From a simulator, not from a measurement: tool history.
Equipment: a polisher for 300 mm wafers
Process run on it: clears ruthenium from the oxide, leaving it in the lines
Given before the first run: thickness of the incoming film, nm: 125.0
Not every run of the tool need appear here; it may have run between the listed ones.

run,day,flow of slurry (ml/min),pressure of the wafer on the pad (psi),speed of the pad under the wafer (cm/s),overpolish time after the end point (s),time until the end point was called (s)
1,0.000,300,1.6,86,38,132.22
2,0.171,300,1.5,86,38,140.31
3,0.408,300,1.4,84,38,151.30
4,0.654,300,1.3,82,38,163.92
5,0.750,300,1.3,96,38,140.07
6,0.829,300,1.3,78,38,178.26
7,0.892,300,1.2,78,38,186.27

Predict the results of run 8:
8,1.146,300,1.1,78,38,?

{"run 8": {"time until the end point was called (s)": 192.89}}

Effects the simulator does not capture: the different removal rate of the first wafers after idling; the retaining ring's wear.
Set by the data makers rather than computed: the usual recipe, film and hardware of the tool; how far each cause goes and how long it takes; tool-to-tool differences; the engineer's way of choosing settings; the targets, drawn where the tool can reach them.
